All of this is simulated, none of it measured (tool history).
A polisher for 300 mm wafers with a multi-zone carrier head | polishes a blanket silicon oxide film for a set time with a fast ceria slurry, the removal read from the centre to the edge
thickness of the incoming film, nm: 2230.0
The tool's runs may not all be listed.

run	hour	flow of slurry (ml/min)	pressure of the head's centre zone	pressure of the head's middle zone	pressure of the head's edge zone	polishing time (s)	film removed at the wafer's centre (nm)	film removed at mid-radius (nm)	film removed at the wafer's edge (nm)
1	0	210	1	1	1	37	917.77	939.57	932.32
2	6	225	1.04	1.03	1.03	38	988.18	977.97	975.75
3	6.6	235	1.07	1.06	1.03	39	1048.8	1066.1	1001.4
4	7.6	265	1.07	1.06	1.03	39	1081.6	1067.7	1016.4
5	16.1	270	1.09	1.07	1.04	40	1122.4	1089.2	1039.8
6	18	300	1.09	1.07	1.04	40	1146.5	1110.7	1058.2

The next listed run, before its measurement:
7	21.5	300	1.1	1.08	1.05	40	?	?	?

{"run 7": {"film removed at the wafer's centre (nm)": 1129.7, "film removed at mid-radius (nm)": 1118.3, "film removed at the wafer's edge (nm)": 1043.9}}
